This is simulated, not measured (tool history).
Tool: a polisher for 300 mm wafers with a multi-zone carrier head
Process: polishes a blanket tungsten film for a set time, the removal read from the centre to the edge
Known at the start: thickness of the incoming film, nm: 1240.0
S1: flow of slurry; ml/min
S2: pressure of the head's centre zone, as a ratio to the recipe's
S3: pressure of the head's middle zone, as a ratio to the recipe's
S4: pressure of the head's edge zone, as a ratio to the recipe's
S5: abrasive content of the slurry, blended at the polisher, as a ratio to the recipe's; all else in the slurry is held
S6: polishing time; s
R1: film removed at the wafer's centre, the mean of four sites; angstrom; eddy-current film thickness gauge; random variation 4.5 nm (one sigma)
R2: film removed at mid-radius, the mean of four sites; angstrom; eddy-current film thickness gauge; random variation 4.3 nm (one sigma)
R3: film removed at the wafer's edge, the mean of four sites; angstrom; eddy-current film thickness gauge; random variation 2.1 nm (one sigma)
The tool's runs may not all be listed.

Run 1, day 0: S1 140 ml/min, S2 1, S3 1, S4 1, S5 1, S6 64 s. Result: R1 4708.9 angstrom, R2 4865.7 angstrom, R3 4778.8 angstrom.
Run 2, day 0.212: S1 140 ml/min, S2 1, S3 1.04, S4 1, S5 1, S6 64 s. Result: R1 4798.8 angstrom, R2 4892.3 angstrom, R3 4755.6 angstrom.
Run 3, day 0.504: S1 160 ml/min, S2 1, S3 1.04, S4 1, S5 1, S6 64 s. Result: R1 4924.3 angstrom, R2 5131.5 angstrom, R3 4785.6 angstrom.
Run 4, day 0.633: S1 160 ml/min, S2 1, S3 1.04, S4 1, S5 1.1, S6 64 s. Result: R1 5022.6 angstrom, R2 5208.3 angstrom, R3 4967.2 angstrom.
Run 5, day 0.688: S1 190 ml/min, S2 1, S3 1.04, S4 1, S5 1.1, S6 64 s. Result: R1 5095.3 angstrom, R2 5352.5 angstrom, R3 5010.5 angstrom.
Run 6, day 0.812: S1 185 ml/min, S2 0.98, S3 1.02, S4 0.97, S5 0.95, S6 62 s. Result: R1 4757.9 angstrom, R2 4864.7 angstrom, R3 4595 angstrom.
Run 7, day 1.046: S1 180 ml/min, S2 0.94, S3 1.03, S4 0.95, S5 0.85, S6 60 s. Result: R1 4388.9 angstrom, R2 4676.6 angstrom, R3 4341.1 angstrom.

Run 8 comes next. What will it give?
Run 8, day 1.208: S1 175 ml/min, S2 0.92, S3 1.03, S4 0.93, S5 0.75, S6 58 s. Result: R1 ?, R2 ?, R3 ?.

R1: 3944.2 angstrom
R2: 4334.3 angstrom
R3: 4008.3 angstrom
